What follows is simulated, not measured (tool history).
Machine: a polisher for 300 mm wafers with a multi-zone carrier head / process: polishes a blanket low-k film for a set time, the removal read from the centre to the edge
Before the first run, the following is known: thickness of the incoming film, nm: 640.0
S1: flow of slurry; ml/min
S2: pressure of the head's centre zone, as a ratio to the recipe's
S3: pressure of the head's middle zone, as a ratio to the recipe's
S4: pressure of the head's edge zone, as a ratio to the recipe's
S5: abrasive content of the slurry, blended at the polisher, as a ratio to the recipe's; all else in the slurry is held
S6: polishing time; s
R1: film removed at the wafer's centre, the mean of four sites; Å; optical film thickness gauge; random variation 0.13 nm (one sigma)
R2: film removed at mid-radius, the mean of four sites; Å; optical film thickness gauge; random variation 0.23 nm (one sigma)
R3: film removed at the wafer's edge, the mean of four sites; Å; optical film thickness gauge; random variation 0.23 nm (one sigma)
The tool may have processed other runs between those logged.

run 1 day=0.000 | S1=185 S2=1.00 S3=1.00 S4=1.00 S5=1.00 S6=88 | R1=219.33 R2=218.22 R3=229.57
run 2 day=0.042 | S1=180 S2=0.99 S3=1.02 S4=0.97 S5=0.95 S6=88 | R1=209.84 R2=214.18 R3=219.59
run 3 day=0.288 | S1=180 S2=0.99 S3=1.02 S4=1.00 S5=0.95 S6=88 | R1=212.30 R2=208.88 R3=222.65
run 4 day=0.521 | S1=175 S2=0.98 S3=1.05 S4=0.97 S5=0.90 S6=88 | R1=200.18 R2=212.57 R3=210.03
run 5 day=0.788 | S1=170 S2=0.98 S3=1.06 S4=0.95 S5=0.90 S6=88 | R1=201.53 R2=212.78 R3=214.17
run 6 day=1.042 | S1=135 S2=0.98 S3=1.06 S4=0.95 S5=0.90 S6=88 | R1=192.73 R2=203.32 R3=204.53
run 7 day=1.271 | S1=135 S2=0.98 S3=1.08 S4=0.93 S5=0.85 S6=88 | R1=185.09 R2=200.68 R3=193.44
run 8 day=1.462 | S1=135 S2=0.98 S3=1.09 S4=0.91 S5=0.85 S6=88 | R1=185.78 R2=199.72 R3=194.43
run 9 day=1.700 | S1=140 S2=0.98 S3=1.11 S4=0.89 S5=0.85 S6=88 | R1=186.37 R2=202.55 R3=188.06
run 10 day=1.896 | S1=140 S2=0.97 S3=1.12 S4=0.88 S5=0.85 S6=88 | R1=187.06 R2=203.36 R3=192.50
run 11 day=2.188 | S1=135 S2=0.97 S3=1.13 S4=0.87 S5=0.85 S6=89 | R1=185.25 R2=202.70 R3=192.81
run 12 day=2.271 | S1=135 S2=0.97 S3=1.13 S4=0.87 S5=0.85 S6=89 | R1=185.39 R2=205.64 R3=187.98
run 13 day=2.508 | S1=135 S2=0.96 S3=1.14 S4=0.86 S5=0.85 S6=89 | R1=185.96 R2=209.26 R3=192.67
run 14 day=2.758 | S1=135 S2=0.96 S3=1.15 S4=0.85 S5=0.85 S6=89 | R1=185.07 R2=211.89 R3=186.88
run 15 day=2.917 | S1=135 S2=0.96 S3=1.16 S4=0.84 S5=0.85 S6=89 | R1=185.28 R2=214.98 R3=184.97
run 16 day=3.067 | S1=130 S2=0.96 S3=1.16 S4=0.84 S5=0.85 S6=89 | R1=184.70 R2=211.04 R3=186.07

Run 17 has not been measured yet. What should we expect?
run 17 day=3.267 | S1=130 S2=0.96 S3=1.17 S4=0.83 S5=0.85 S6=89 | R1=? R2=? R3=?

Run 17 gave R1 180.37 Å, R2 215.48 Å, R3 187.13 Å.

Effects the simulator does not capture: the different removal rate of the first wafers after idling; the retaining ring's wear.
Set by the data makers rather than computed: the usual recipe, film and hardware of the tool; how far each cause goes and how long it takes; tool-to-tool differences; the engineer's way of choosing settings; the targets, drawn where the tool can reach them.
